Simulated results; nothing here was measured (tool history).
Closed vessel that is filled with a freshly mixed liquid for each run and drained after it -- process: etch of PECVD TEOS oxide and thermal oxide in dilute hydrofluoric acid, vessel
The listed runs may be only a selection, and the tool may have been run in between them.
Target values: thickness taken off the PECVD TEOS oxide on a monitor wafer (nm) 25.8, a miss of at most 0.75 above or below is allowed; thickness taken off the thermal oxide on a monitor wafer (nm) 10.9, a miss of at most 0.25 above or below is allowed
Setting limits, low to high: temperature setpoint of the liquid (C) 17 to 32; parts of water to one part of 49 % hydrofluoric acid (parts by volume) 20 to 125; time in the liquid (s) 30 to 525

run	day	temperature setpoint of the liquid (C)	parts of water to one part of 49 % hydrofluoric acid (parts by volume)	time in the liquid (s)	thickness taken off the PECVD TEOS oxide on a monitor wafer (nm)	thickness taken off the thermal oxide on a monitor wafer (nm)
1	0	24	70	270	42.879	17.801
2	0.283	22	75	270	35.93	15.276
3	0.579	21	80	270	32.395	13.514
4	0.692	20	80	270	30.905	12.975
5	0.829	19	80	270	29.902	12.632
6	1.033	19	80	370	40.653	17.186
7	1.308	18.5	90	370	35.004	14.755
8	1.546	18	95	370	32.163	13.661
9	1.608	17.5	100	370	30.111	12.682

Of the 4 settings listed for the next run, only one would bring every result within its allowed miss of target. Which one?
A	1.671	22	95	270	?	?
B	1.671	17	110	385	?	?
C	1.671	17	85	255	?	?
D	1.671	17	80	255	?	?

move	thickness taken off the PECVD TEOS oxide on a monitor wafer (nm)	thickness taken off the thermal oxide on a monitor wafer (nm)
A	27.999	11.688
B	27.601	11.521
C	24.334	10.158
D	26.003	10.855
A: closes in on the targets versus the last run, not all within tolerance yet
B: closes in on the targets versus the last run, not all within tolerance yet
C: takes the result that was furthest off past its target
D: every result lands within tolerance
Correct choice: D, which meets every target

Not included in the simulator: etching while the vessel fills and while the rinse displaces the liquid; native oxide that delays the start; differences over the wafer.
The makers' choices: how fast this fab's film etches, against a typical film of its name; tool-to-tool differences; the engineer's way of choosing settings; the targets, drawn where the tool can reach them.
